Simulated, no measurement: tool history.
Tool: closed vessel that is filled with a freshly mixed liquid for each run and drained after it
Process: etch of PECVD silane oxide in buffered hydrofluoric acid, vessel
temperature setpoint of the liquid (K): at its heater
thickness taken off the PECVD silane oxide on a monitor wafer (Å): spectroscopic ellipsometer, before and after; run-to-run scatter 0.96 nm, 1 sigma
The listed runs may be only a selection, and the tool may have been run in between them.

run,hour,temperature setpoint of the liquid (K),parts of 40 % ammonium fluoride to one part of 49 % hydrofluoric acid (parts by volume),time in the liquid (s),thickness taken off the PECVD silane oxide on a monitor wafer (Å)
1,0.0,297.15,19.5,105,1182.8
2,5.1,299.15,19.0,105,1360.1
3,13.0,300.65,19.0,105,1475.8
4,16.3,301.65,18.5,105,1588.3
5,17.2,302.65,18.5,105,1684.2
6,25.6,302.65,18.5,105,1682.0
7,30.8,303.15,18.5,105,1722.7
8,38.9,303.65,18.5,105,1781.6

Estimate the outcome of run 9 from the log above:
9,46.3,304.15,18.5,105,?

{"run 9": {"thickness taken off the PECVD silane oxide on a monitor wafer (Å)": 1820.5}}

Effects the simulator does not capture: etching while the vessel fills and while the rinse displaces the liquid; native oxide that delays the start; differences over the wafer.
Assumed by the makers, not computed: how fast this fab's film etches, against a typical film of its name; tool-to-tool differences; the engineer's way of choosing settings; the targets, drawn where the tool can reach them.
